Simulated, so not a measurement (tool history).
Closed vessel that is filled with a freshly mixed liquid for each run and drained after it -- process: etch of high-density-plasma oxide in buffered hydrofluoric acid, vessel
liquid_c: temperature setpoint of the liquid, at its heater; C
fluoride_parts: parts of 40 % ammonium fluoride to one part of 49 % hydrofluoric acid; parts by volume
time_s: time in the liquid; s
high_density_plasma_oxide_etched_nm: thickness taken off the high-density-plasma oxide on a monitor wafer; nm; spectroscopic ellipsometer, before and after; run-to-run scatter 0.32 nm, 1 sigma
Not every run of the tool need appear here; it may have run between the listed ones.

run  hour  liquid_c  fluoride_parts  time_s  high_density_plasma_oxide_etched_nm
  1   0.0        23            21.0     100                               67.148
  2   5.9        22            22.0     100                               60.328
  3   7.0        22            22.0     110                               66.931
  4  13.7        21            23.0     110                               61.078
  5  22.3        21            23.0     100                               56.335
  6  30.4        21            23.0     110                               61.241

Run 7 comes next. What will it give?
  7  34.3        21            23.0     110                                    ?

{"run 7": {"high_density_plasma_oxide_etched_nm": 61.793}}
